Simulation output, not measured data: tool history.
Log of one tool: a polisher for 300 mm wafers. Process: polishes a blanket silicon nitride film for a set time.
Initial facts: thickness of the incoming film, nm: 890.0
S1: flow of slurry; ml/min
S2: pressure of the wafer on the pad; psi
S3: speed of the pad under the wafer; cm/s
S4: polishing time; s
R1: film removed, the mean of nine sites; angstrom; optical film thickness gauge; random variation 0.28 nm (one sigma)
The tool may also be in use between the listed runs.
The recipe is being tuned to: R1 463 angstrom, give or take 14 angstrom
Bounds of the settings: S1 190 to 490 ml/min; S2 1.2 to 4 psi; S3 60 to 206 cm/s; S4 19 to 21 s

run	hour	S1	S2	S3	S4	R1
1	0	315	2.6	132	21	335.65
2	5.9	315	2.6	132	21	332.5
3	14	315	2.6	132	19	300.51
4	19.4	315	2.8	132	19	326.41
5	23.2	315	2.2	132	19	259.05
6	28	355	2.2	132	19	261.3
7	34.6	355	2.4	132	19	282.73
8	39.9	355	2.6	132	19	308.37
9	44.5	355	2.8	132	19	328.99
10	46.3	355	3	132	19	351.59
11	52.7	355	3	132	19	353.37
12	53.7	355	3.1	132	19	361.18
13	54.5	355	3.2	132	19	379.75
14	63.3	355	3.3	132	19	387.47
15	71	355	3.4	132	19	399.92
16	75.8	355	3.5	132	19	406.8
17	77.8	355	3.6	132	19	416.1
18	84.5	355	3.7	132	19	433.47
19	89.5	355	3.8	132	19	439.77
20	90.1	355	3.8	132	19	446.41

Which one of the following 4 next-run settings gets every result inside its allowed miss? There is exactly one.
A	90.7	320	3.4	122	21	?
B	90.7	355	4	110	20	?
C	90.7	365	3.7	128	21	?
D	90.7	395	3.9	116	19	?

move	R1
A	412.42
B	436.6
C	466.6
D	421.13
A: lands further from the targets than the last run did
B: lands further from the targets than the last run did
C: every result within its allowed miss
D: lands further from the targets than the last run did
Answer: C
